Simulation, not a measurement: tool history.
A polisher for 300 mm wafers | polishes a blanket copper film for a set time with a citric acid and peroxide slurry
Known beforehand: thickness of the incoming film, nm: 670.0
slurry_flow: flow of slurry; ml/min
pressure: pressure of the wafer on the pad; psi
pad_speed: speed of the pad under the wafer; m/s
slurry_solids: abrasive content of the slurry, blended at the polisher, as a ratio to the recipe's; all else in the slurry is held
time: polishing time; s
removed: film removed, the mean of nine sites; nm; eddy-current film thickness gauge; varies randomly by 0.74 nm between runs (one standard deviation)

run	hour	slurry_flow	pressure	pad_speed	slurry_solids	time	removed
1	0	125	3.9	0.86	1	39	106.04
2	2.4	125	3.9	1	1	39	119.36
3	10.4	145	3.9	1	1	39	122.07
4	14.2	140	3.7	1	1	39	117.97
5	18	115	3.7	1	1	39	111.86
6	24.4	110	3.6	1	1	39	107.8
7	30.4	105	3.6	1	1	39	106.66
# hour 38.1: head pressure recalibrated
8	38.1	100	3.6	1	1	39	117.56
9	43.3	115	3.5	1	1	39	119.24
10	44.1	110	3.9	0.98	1	39	127.1
11	50.8	120	3.8	0.98	1	39	125.53
12	58.7	120	3.6	0.98	1	39	119.63
13	63.5	115	3.3	0.94	1	39	108.29

What does the tool deliver on the next run?
14	70.3	100	2.9	0.94	1	39	?

{"run 14": {"removed": 94.175}}
